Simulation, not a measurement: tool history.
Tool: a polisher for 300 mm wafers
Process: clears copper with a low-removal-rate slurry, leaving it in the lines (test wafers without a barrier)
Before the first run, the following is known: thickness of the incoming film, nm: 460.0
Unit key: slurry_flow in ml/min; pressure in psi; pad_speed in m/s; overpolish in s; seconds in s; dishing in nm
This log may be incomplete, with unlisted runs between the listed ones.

| run | hour | slurry_flow | pressure | pad_speed | slurry_solids | overpolish | seconds | dishing |
|---|---|---|---|---|---|---|---|---|
| 1 | 0.0 | 295 | 3.8 | 1.36 | 1.00 | 28 | 101.490 | 64.070 |
| 2 | 7.3 | 295 | 3.2 | 1.36 | 1.00 | 28 | 116.640 | 60.021 |
| 3 | 16.1 | 295 | 3.5 | 1.38 | 1.00 | 27 | 106.080 | 61.353 |
| 4 | 23.3 | 295 | 3.5 | 1.38 | 0.85 | 27 | 111.290 | 60.489 |
| 5 | 25.5 | 235 | 3.5 | 1.38 | 0.85 | 27 | 109.210 | 59.129 |
| 6 | 31.2 | 235 | 3.5 | 1.38 | 0.75 | 27 | 112.110 | 59.925 |
| 7 | 37.4 | 270 | 4.5 | 1.50 | 1.00 | 17 | 81.479 | 56.091 |
| 8 | 46.1 | 270 | 4.6 | 1.52 | 1.00 | 18 | 78.611 | 59.910 |
| 9 | 47.0 | 270 | 4.7 | 1.54 | 1.00 | 18 | 74.404 | 59.705 |
| 10 | 52.0 | 270 | 4.8 | 1.56 | 1.00 | 19 | 72.426 | 62.945 |
| 11 | 59.1 | 270 | 4.9 | 1.58 | 1.00 | 19 | 72.750 | 64.284 |
| 12 | 63.4 | 270 | 5.0 | 1.62 | 1.00 | 19 | 69.441 | 67.849 |
| 13 | 69.5 | 270 | 5.1 | 1.64 | 1.00 | 19 | 66.129 | 67.764 |
| 14 | 75.6 | 270 | 5.2 | 1.66 | 1.00 | 19 | 65.787 | 68.673 |
| 15 | 79.1 | 270 | 5.3 | 1.68 | 1.00 | 19 | 62.991 | 71.010 |
| 16 | 83.8 | 270 | 5.4 | 1.70 | 1.00 | 19 | 62.267 | 71.576 |

For run 17, what comes out?
| 17 | 89.6 | 270 | 5.5 | 1.72 | 1.00 | 19 | ? | ? |

{"run 17": {"seconds": 60.989, "dishing": 71.811}}

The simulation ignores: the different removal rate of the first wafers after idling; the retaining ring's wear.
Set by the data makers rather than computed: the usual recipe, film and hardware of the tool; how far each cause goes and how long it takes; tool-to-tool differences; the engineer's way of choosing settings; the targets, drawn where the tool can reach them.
